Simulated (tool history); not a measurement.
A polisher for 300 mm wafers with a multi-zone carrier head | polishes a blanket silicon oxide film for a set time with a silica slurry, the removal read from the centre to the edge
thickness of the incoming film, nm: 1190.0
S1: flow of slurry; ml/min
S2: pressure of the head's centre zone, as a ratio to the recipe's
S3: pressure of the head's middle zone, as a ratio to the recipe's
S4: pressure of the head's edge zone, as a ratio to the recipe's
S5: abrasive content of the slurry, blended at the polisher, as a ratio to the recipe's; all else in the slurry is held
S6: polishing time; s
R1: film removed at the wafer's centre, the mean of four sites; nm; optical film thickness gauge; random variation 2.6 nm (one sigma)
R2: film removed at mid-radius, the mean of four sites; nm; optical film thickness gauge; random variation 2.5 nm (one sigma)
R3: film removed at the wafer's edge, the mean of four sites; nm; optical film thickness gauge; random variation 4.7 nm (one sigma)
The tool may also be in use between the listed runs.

{"run": 1, "hour": 0.0, "S1": 285, "S2": 1, "S3": 1, "S4": 1, "S5": 1, "S6": 86, "R1": 324.74, "R2": 333.08, "R3": 351.92}
{"run": 2, "hour": 3.9, "S1": 280, "S2": 0.98, "S3": 0.99, "S4": 0.99, "S5": 1, "S6": 86, "R1": 317.37, "R2": 331.35, "R3": 355.93}
{"run": 3, "hour": 12.8, "S1": 280, "S2": 0.98, "S3": 0.95, "S4": 0.99, "S5": 1, "S6": 86, "R1": 321.02, "R2": 324.31, "R3": 349.36}
{"run": 4, "hour": 21.3, "S1": 275, "S2": 0.96, "S3": 0.94, "S4": 0.99, "S5": 1, "S6": 86, "R1": 311.69, "R2": 319.25, "R3": 349.35}
{"hour": 29.6, "done": "edge zone pressure recalibrated"}
{"run": 5, "hour": 29.6, "S1": 270, "S2": 0.95, "S3": 0.93, "S4": 0.98, "S5": 1, "S6": 86, "R1": 309.85, "R2": 318.75, "R3": 335.55}
{"run": 6, "hour": 31.3, "S1": 270, "S2": 0.95, "S3": 0.86, "S4": 0.98, "S5": 1, "S6": 86, "R1": 306.03, "R2": 297.75, "R3": 340.8}
{"run": 7, "hour": 31.9, "S1": 265, "S2": 0.94, "S3": 0.86, "S4": 0.98, "S5": 1, "S6": 86, "R1": 306.54, "R2": 302.87, "R3": 337.73}
{"run": 8, "hour": 36.8, "S1": 265, "S2": 0.93, "S3": 0.85, "S4": 0.98, "S5": 1, "S6": 86, "R1": 303.53, "R2": 296.6, "R3": 344.94}

Forecast run 9:
{"run": 9, "hour": 41.4, "S1": 260, "S2": 0.92, "S3": 0.85, "S4": 0.97, "S5": 1, "S6": 86, "R1": "?", "R2": "?", "R3": "?"}

R1: 295.03 nm
R2: 298.64 nm
R3: 333.49 nm

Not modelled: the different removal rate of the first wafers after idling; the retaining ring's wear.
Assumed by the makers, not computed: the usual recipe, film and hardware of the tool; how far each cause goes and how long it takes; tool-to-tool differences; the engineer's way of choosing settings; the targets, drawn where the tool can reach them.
